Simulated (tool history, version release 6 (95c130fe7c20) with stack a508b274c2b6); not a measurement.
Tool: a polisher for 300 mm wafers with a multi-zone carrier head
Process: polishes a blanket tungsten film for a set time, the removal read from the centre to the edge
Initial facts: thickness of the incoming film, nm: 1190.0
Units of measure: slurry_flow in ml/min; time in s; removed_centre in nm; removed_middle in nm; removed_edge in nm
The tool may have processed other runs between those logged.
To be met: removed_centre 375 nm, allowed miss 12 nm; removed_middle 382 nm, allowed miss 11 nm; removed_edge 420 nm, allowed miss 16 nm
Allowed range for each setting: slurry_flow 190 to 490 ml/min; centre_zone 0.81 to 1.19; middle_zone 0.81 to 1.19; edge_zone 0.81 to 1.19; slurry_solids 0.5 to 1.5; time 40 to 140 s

Run 1, day 0: slurry_flow 315 ml/min, centre_zone 1, middle_zone 1, edge_zone 1, slurry_solids 1, time 90 s. Result: removed_centre 291.05 nm, removed_middle 301.03 nm, removed_edge 287.86 nm.
Run 2, day 0.317: slurry_flow 315 ml/min, centre_zone 0.93, middle_zone 1, edge_zone 1, slurry_solids 1, time 90 s. Result: removed_centre 271.51 nm, removed_middle 298.45 nm, removed_edge 289.18 nm.
Run 3, day 0.575: slurry_flow 315 ml/min, centre_zone 0.93, middle_zone 0.93, edge_zone 1, slurry_solids 1, time 90 s. Result: removed_centre 273.48 nm, removed_middle 283.67 nm, removed_edge 284.12 nm.
Run 4, day 0.6: slurry_flow 305 ml/min, centre_zone 0.94, middle_zone 0.93, edge_zone 1.04, slurry_solids 1.1, time 94 s. Result: removed_centre 300.16 nm, removed_middle 302.14 nm, removed_edge 316.48 nm.
Run 5, day 0.729: slurry_flow 300 ml/min, centre_zone 0.95, middle_zone 0.96, edge_zone 1.07, slurry_solids 1.2, time 95 s. Result: removed_centre 311.4 nm, removed_middle 321.94 nm, removed_edge 330.06 nm.
Run 6, day 0.942: slurry_flow 300 ml/min, centre_zone 0.95, middle_zone 1.03, edge_zone 1.07, slurry_solids 1.2, time 95 s. Result: removed_centre 311.84 nm, removed_middle 346.16 nm, removed_edge 333.76 nm.
Run 7, day 1.004: slurry_flow 300 ml/min, centre_zone 0.95, middle_zone 1.01, edge_zone 1.1, slurry_solids 1.25, time 97 s. Result: removed_centre 322.3 nm, removed_middle 346.6 nm, removed_edge 343.17 nm.
Run 8, day 1.079: slurry_flow 290 ml/min, centre_zone 0.94, middle_zone 0.99, edge_zone 1.12, slurry_solids 1.3, time 100 s. Result: removed_centre 331.12 nm, removed_middle 354.16 nm, removed_edge 358.73 nm.
Run 9, day 1.233: slurry_flow 295 ml/min, centre_zone 0.93, middle_zone 0.97, edge_zone 1.14, slurry_solids 1.35, time 102 s. Result: removed_centre 337.72 nm, removed_middle 360.94 nm, removed_edge 386.76 nm.

Consider the 4 candidate settings below. Which is the only one whose results all fall within their allowed miss of target?
Run A, day 1.388: slurry_flow 300 ml/min, centre_zone 0.94, middle_zone 1.14, edge_zone 1.05, slurry_solids 1.25, time 99 s. Result: removed_centre ?, removed_middle ?, removed_edge ?.
Run B, day 1.388: slurry_flow 305 ml/min, centre_zone 0.94, middle_zone 0.92, edge_zone 1.14, slurry_solids 1.3, time 112 s. Result: removed_centre ?, removed_middle ?, removed_edge ?.
Run C, day 1.388: slurry_flow 275 ml/min, centre_zone 0.89, middle_zone 1.01, edge_zone 1.12, slurry_solids 1.3, time 98 s. Result: removed_centre ?, removed_middle ?, removed_edge ?.
Run D, day 1.388: slurry_flow 305 ml/min, centre_zone 0.83, middle_zone 0.93, edge_zone 1.19, slurry_solids 1.3, time 112 s. Result: removed_centre ?, removed_middle ?, removed_edge ?.

move  removed_centre  removed_middle  removed_edge
   A           322.4          399.37        353.06
   B          369.23          381.89        423.18
   C          304.34          358.51         364.2
   D          328.66          385.53        432.68
A: misses by more than the last run did
B: each result inside its tolerance
C: misses by more than the last run did
D: misses by more than the last run did
B meets every target.
